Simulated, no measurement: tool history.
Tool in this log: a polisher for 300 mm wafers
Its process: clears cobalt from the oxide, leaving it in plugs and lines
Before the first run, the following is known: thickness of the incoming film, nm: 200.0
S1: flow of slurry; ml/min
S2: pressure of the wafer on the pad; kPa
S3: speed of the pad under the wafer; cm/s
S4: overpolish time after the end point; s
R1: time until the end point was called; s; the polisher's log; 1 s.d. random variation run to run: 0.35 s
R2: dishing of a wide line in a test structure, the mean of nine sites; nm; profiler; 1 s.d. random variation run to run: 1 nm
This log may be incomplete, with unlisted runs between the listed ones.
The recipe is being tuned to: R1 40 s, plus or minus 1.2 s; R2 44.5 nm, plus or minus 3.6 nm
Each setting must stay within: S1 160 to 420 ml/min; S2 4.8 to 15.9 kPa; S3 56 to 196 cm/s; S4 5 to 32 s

run  hour   S1    S2   S3  S4      R1      R2
  1     0  270  10.3  126  16  50.971  40.039
  2   8.7  275  11.7  126  16  45.703  41.885
  3  13.4  215  11.7  126  16  46.823  38.969
  4  18.2  215  10.3  126  16  52.203  39.374
     21.3  -- worn pad replaced by a new one
  5  21.3  160  10.3  126  16  49.754  39.716
  6  23.9  160  10.3  102  16  60.846  34.906
  7  28.4  160    11  102  17  58.266   38.21
  8  35.9  175  13.8  104  13  44.937   37.84
  9  42.3  175  14.5  104  15  43.188  40.928

Of the 4 settings listed for the next run, only one would bring every result within its allowed miss of target. Which one?
  A  48.7  160  15.9   94  18   ?   ?
  B  48.7  160  15.2  110  16   ?   ?
  C  48.7  245  11.7  120  18   ?   ?
  D  48.7  255  15.9   96  12   ?   ?

move      R1      R2
   A  44.872  44.061
   B  40.286  43.828
   C  44.518   44.24
   D  40.899  37.553
A: further off than the last run
B: each result inside its tolerance
C: further off than the last run
D: puts the biggest miss on target and leaves a different result outside tolerance
The move that meets every target is B.
